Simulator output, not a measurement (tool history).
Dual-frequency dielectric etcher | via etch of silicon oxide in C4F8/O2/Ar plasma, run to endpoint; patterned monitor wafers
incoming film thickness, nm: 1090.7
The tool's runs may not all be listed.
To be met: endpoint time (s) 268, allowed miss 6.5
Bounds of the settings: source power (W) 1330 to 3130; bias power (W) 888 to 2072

run	hour	source power (W)	bias power (W)	endpoint time (s)
1	0	2230	1480	227.23
2	2.1	2150	1464	229.24
3	4.8	2080	1437	234.42
4	12.1	1910	1437	237.57
5	13.8	1860	1405	243.02
6	16.8	1820	1389	243.99
7	20.8	1370	1236	277.05
8	27.2	1380	1239	277.09

Which of these 4 next moves meets every target?
A	33.6	1330	1174	?
B	33.6	1380	1045	?
C	33.6	1640	991	?
D	33.6	1600	1417	?

move	endpoint time (s)
A	282.97
B	284.33
C	269.67
D	257.47
A: further off than the last run
B: further off than the last run
C: meets every target
D: takes the result that was furthest off past its target
The right move is C.

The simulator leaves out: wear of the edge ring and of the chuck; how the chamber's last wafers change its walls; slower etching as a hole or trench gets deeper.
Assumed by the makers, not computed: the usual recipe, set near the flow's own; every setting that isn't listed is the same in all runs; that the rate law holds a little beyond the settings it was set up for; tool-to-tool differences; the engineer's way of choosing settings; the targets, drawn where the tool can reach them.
